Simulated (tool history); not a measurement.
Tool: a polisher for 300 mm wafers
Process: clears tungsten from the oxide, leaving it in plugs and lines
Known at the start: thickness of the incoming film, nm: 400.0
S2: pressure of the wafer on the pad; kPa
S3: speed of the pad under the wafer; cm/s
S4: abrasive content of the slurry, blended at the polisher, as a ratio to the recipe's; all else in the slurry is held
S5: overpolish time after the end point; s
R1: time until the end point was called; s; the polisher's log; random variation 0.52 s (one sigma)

run 1 hour=0.0 | flow_of_slurry_(ml/min)=185 S2=28.3 S3=114 S4=1.00 S5=23 | R1=115.190
run 2 hour=4.9 | flow_of_slurry_(ml/min)=185 S2=30.3 S3=118 S4=1.00 S5=23 | R1=103.550
run 3 hour=13.0 | flow_of_slurry_(ml/min)=185 S2=30.3 S3=118 S4=0.85 S5=23 | R1=107.870
run 4 hour=20.7 | flow_of_slurry_(ml/min)=185 S2=31.7 S3=122 S4=0.85 S5=23 | R1=100.710
run 5 hour=23.4 | flow_of_slurry_(ml/min)=185 S2=31.7 S3=100 S4=0.85 S5=23 | R1=120.330
run 6 hour=30.2 | flow_of_slurry_(ml/min)=185 S2=31.7 S3=100 S4=0.85 S5=23 | R1=121.540
run 7 hour=32.1 | flow_of_slurry_(ml/min)=185 S2=33.1 S3=106 S4=0.85 S5=23 | R1=108.640
run 8 hour=32.6 | flow_of_slurry_(ml/min)=185 S2=34.5 S3=112 S4=0.85 S5=23 | R1=98.741
run 9 hour=38.0 | flow_of_slurry_(ml/min)=185 S2=34.5 S3=112 S4=0.85 S5=23 | R1=98.365

Run 10 comes next. What will it give?
run 10 hour=45.3 | flow_of_slurry_(ml/min)=185 S2=35.9 S3=116 S4=0.85 S5=23 | R1=?

Run 10 gave R1 92.068 s.
